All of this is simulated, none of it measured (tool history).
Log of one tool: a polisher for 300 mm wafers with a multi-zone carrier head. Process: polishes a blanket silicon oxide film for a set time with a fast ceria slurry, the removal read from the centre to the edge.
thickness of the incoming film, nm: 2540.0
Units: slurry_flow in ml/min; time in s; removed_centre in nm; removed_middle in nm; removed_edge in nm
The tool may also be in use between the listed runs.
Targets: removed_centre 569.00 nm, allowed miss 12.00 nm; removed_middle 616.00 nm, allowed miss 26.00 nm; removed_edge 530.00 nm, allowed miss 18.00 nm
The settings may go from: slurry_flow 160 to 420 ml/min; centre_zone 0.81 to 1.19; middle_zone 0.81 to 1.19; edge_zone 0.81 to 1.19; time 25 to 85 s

run	hour	slurry_flow	centre_zone	middle_zone	edge_zone	time	removed_centre	removed_middle	removed_edge
1	0.0	270	1.00	1.00	1.00	55	468.10	472.81	458.33
2	0.7	285	1.02	1.05	1.03	56	494.89	511.08	480.54
3	8.2	300	1.04	1.09	1.05	56	501.17	525.76	491.81
4	10.0	310	1.05	1.12	1.04	57	516.43	546.04	490.66
5	12.3	310	0.98	1.12	1.04	57	485.88	558.66	486.24
6	15.9	310	0.98	1.05	1.04	57	485.50	521.10	485.89
7	23.9	315	1.01	1.08	1.04	58	506.56	545.48	502.04
8	31.0	320	1.03	1.11	1.04	59	527.19	568.76	505.63
9	35.0	325	1.05	1.13	1.05	59	539.52	570.57	505.33

Which of these 5 next moves meets every target?
A	39.0	215	1.16	1.03	1.17	58	?	?	?
B	39.0	385	1.16	1.16	0.97	56	?	?	?
C	39.0	295	1.05	1.15	0.98	63	?	?	?
D	39.0	275	1.10	1.14	1.10	55	?	?	?
E	39.0	325	1.11	1.04	1.09	58	?	?	?

move	removed_centre	removed_middle	removed_edge
A	561.70	495.64	507.98
B	571.33	554.78	466.08
C	568.40	607.41	518.72
D	516.76	523.16	474.52
E	557.65	516.75	503.95
A: brings the result that was furthest off to its target, and leaves another outside
B: brings the result that was furthest off to its target, and leaves another outside
C: meets every target
D: further off than the last run
E: brings the result that was furthest off to its target, and leaves another outside
Answer: C
